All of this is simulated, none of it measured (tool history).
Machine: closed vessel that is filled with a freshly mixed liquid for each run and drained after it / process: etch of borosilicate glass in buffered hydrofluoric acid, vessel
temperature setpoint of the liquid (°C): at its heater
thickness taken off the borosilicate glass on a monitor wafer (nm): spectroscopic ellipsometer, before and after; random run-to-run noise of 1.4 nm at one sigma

run  hour  temperature setpoint of the liquid (°C)  parts of 40 % ammonium fluoride to one part of 49 % hydrofluoric acid (parts by volume)  time in the liquid (s)  thickness taken off the borosilicate glass on a monitor wafer (nm)
  1     0                                       21                                                                                       10                      95                                                              108.38
  2   7.3                                       23                                                                                       10                      95                                                              120.74
  3  15.2                                       23                                                                                       10                      95                                                               120.2
  4  22.7                                     24.5                                                                                       10                      95                                                              128.49
  5  25.3                                       21                                                                                       10                      95                                                              107.68
  6  30.7                                     19.5                                                                                       10                      95                                                              99.907
  7  33.4                                       21                                                                                      9.5                      95                                                              110.19
  8  39.9                                       22                                                                                        9                      95                                                              122.36
  9  47.1                                       26                                                                                        8                      95                                                              171.36

What will run 10 give?
 10  50.1                                     26.5                                                                                        8                      95                                                                   ?

thickness taken off the borosilicate glass on a monitor wafer (nm): 174.59
